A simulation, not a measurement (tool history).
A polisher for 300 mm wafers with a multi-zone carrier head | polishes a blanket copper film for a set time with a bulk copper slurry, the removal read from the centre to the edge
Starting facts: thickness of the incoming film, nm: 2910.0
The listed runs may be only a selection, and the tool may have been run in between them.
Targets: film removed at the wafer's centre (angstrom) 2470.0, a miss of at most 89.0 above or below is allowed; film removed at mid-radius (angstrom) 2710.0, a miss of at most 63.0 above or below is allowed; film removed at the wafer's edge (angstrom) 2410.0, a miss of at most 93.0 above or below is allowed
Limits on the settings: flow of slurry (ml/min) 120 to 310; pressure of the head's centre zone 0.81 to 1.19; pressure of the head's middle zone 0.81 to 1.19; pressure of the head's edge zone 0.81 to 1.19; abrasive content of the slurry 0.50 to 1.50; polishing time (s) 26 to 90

run	hour	flow of slurry (ml/min)	pressure of the head's centre zone	pressure of the head's middle zone	pressure of the head's edge zone	abrasive content of the slurry	polishing time (s)	film removed at the wafer's centre (angstrom)	film removed at mid-radius (angstrom)	film removed at the wafer's edge (angstrom)
1	0.0	200	1.00	1.00	1.00	1.00	58	2562.2	2366.8	2408.1
2	8.9	200	1.00	0.97	1.00	1.00	58	2523.8	2306.9	2350.9
3	15.5	200	1.00	1.05	1.00	1.00	58	2484.8	2471.8	2399.6
4	17.9	200	1.00	1.09	1.00	1.00	58	2473.7	2547.9	2374.7
5	24.2	205	1.00	1.10	1.00	1.00	58	2526.7	2580.1	2391.8
6	32.0	205	1.00	1.10	1.09	1.00	58	2494.0	2576.4	2503.4
7	36.9	210	1.00	1.11	1.08	1.00	58	2492.0	2570.2	2458.8
8	44.5	215	1.00	1.12	1.07	1.00	58	2595.0	2618.6	2477.9

Of the 5 settings listed for the next run, only one would bring every result within its allowed miss of target. Which one?
A	52.1	150	1.00	1.19	1.01	0.95	64	?	?	?
B	52.1	250	1.04	1.05	1.16	0.80	61	?	?	?
C	52.1	250	0.99	1.09	1.13	0.90	58	?	?	?
D	52.1	180	1.01	1.19	1.06	0.95	59	?	?	?
E	52.1	235	1.03	1.14	1.01	1.25	58	?	?	?

move	film removed at the wafer's centre (angstrom)	film removed at mid-radius (angstrom)	film removed at the wafer's edge (angstrom)
A	2610.9	2811.6	2536.2
B	2710.6	2537.4	2646.7
C	2536.6	2552.2	2551.5
D	2525.0	2682.8	2454.8
E	2817.2	2833.0	2591.4
A: takes the result that was furthest off past its target
B: misses by more than the last run did
C: misses by more than the last run did
D: all results in spec
E: takes the result that was furthest off past its target
So the answer is move D, the one that meets all the targets.
